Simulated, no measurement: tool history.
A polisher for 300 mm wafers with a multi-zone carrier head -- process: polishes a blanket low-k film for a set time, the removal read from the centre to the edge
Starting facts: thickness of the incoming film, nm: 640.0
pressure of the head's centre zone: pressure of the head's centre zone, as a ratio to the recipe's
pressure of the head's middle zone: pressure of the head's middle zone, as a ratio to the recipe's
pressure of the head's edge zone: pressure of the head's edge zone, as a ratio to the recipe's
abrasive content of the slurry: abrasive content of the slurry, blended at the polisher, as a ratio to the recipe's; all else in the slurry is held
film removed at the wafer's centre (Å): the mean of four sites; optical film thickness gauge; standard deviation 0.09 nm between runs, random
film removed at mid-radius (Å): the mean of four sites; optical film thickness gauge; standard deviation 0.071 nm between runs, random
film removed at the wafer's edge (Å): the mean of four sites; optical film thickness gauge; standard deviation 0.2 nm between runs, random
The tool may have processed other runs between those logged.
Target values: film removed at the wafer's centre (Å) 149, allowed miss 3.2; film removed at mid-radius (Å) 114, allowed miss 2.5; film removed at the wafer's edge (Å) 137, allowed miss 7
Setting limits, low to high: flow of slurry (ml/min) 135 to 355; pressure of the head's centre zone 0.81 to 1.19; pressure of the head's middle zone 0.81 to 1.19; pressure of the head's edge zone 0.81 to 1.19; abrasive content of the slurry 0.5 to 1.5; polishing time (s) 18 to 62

| run | hour | flow of slurry (ml/min) | pressure of the head's centre zone | pressure of the head's middle zone | pressure of the head's edge zone | abrasive content of the slurry | polishing time (s) | film removed at the wafer's centre (Å) | film removed at mid-radius (Å) | film removed at the wafer's edge (Å) |
|---|---|---|---|---|---|---|---|---|---|---|
| 1 | 0 | 225 | 1 | 1 | 1 | 1 | 40 | 145.1 | 144.81 | 146.19 |
| 2 | 2.2 | 225 | 1 | 1 | 0.95 | 1 | 40 | 143.35 | 147.41 | 142.62 |
| 3 | 9.5 | 225 | 1 | 1 | 0.95 | 1.15 | 40 | 156.45 | 154.01 | 152.54 |
| 4 | 13.5 | 225 | 1 | 1.03 | 0.95 | 1.15 | 40 | 156.96 | 161.45 | 152.02 |
| 5 | 15.2 | 225 | 1 | 1.03 | 0.95 | 1.25 | 40 | 159.8 | 164.61 | 158.59 |
| 6 | 19.9 | 215 | 1.01 | 0.98 | 0.95 | 1.2 | 40 | 158.04 | 155.27 | 152.24 |
| 7 | 21.4 | 215 | 1.03 | 0.94 | 0.98 | 1.15 | 40 | 154.97 | 147.71 | 145.88 |
| 8 | 23.9 | 150 | 1.13 | 0.84 | 1.08 | 1.1 | 36 | 139.9 | 110.93 | 135.45 |
| 9 | 25.8 | 160 | 1.14 | 0.84 | 1.08 | 1.1 | 36 | 141.15 | 111.78 | 133.06 |

Exercise: of the 5 proposed moves below, exactly one satisfies all targets within the stated allowed misses. Which move is it?
| A | 27.7 | 135 | 1.15 | 0.84 | 1.1 | 1.1 | 37 | ? | ? | ? |
| B | 27.7 | 195 | 1.05 | 0.82 | 1.04 | 0.9 | 38 | ? | ? | ? |
| C | 27.7 | 340 | 1.13 | 0.88 | 0.99 | 1.1 | 32 | ? | ? | ? |
| D | 27.7 | 185 | 1.16 | 0.83 | 1.07 | 1.2 | 35 | ? | ? | ? |
| E | 27.7 | 205 | 1.19 | 0.82 | 1.15 | 0.8 | 40 | ? | ? | ? |

| move | film removed at the wafer's centre (Å) | film removed at mid-radius (Å) | film removed at the wafer's edge (Å) |
|---|---|---|---|
| A | 138.44 | 109.84 | 131.17 |
| B | 131.34 | 108.98 | 126.26 |
| C | 139.11 | 114.25 | 119.85 |
| D | 147.92 | 114.36 | 133.41 |
| E | 145.59 | 108.87 | 132.52 |
A: its largest miss is bigger than the last run's
B: its largest miss is bigger than the last run's
C: its largest miss is bigger than the last run's
D: all results land within tolerance of their targets
E: an improvement on the last run, though not all results are within tolerance
The move that meets every target is D.

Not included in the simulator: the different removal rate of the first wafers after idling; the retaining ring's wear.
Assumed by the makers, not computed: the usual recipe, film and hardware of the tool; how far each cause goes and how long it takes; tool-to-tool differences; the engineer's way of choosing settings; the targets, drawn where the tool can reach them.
